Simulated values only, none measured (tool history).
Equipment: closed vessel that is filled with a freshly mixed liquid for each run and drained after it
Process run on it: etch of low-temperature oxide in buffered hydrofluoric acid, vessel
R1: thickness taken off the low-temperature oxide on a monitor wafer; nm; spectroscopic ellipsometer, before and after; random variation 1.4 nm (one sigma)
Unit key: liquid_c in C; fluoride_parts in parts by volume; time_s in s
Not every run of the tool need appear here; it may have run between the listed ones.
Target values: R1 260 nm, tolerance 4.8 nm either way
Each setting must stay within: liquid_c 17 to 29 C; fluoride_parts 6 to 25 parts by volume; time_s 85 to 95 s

Run 1, hour 0: liquid_c 21 C, fluoride_parts 15.5 parts by volume, time_s 85 s. Result: R1 204.79 nm.
Run 2, hour 2.1: liquid_c 21 C, fluoride_parts 19.5 parts by volume, time_s 85 s. Result: R1 161.21 nm.
Run 3, hour 10: liquid_c 23.5 C, fluoride_parts 19.5 parts by volume, time_s 85 s. Result: R1 186.83 nm.
Run 4, hour 18.4: liquid_c 26.5 C, fluoride_parts 19.5 parts by volume, time_s 85 s. Result: R1 222.13 nm.
Run 5, hour 26.8: liquid_c 26.5 C, fluoride_parts 19.5 parts by volume, time_s 95 s. Result: R1 245.43 nm.
Run 6, hour 30.3: liquid_c 26.5 C, fluoride_parts 19.5 parts by volume, time_s 85 s. Result: R1 221.92 nm.
Run 7, hour 37.2: liquid_c 27.5 C, fluoride_parts 19.5 parts by volume, time_s 85 s. Result: R1 234.19 nm.
Run 8, hour 45: liquid_c 28 C, fluoride_parts 19.5 parts by volume, time_s 85 s. Result: R1 240.22 nm.
Run 9, hour 52.3: liquid_c 28.5 C, fluoride_parts 19.5 parts by volume, time_s 85 s. Result: R1 248.51 nm.
Run 10, hour 58.8: liquid_c 29 C, fluoride_parts 19.5 parts by volume, time_s 85 s. Result: R1 254.97 nm.

Which one of the following 4 next-run settings gets every result inside its allowed miss? There is exactly one.
Run A, hour 65.3: liquid_c 29 C, fluoride_parts 22 parts by volume, time_s 95 s. Result: R1 ?.
Run B, hour 65.3: liquid_c 29 C, fluoride_parts 19.5 parts by volume, time_s 90 s. Result: R1 ?.
Run C, hour 65.3: liquid_c 29 C, fluoride_parts 20.5 parts by volume, time_s 95 s. Result: R1 ?.
Run D, hour 65.3: liquid_c 29 C, fluoride_parts 21.5 parts by volume, time_s 90 s. Result: R1 ?.

move      R1
   A  260.46
   B  270.08
   C  273.39
   D  250.67
A: each result inside its tolerance
B: takes the result that was furthest off past its target
C: takes the result that was furthest off past its target
D: misses by more than the last run did
A is the move that brings every result within its allowed miss.

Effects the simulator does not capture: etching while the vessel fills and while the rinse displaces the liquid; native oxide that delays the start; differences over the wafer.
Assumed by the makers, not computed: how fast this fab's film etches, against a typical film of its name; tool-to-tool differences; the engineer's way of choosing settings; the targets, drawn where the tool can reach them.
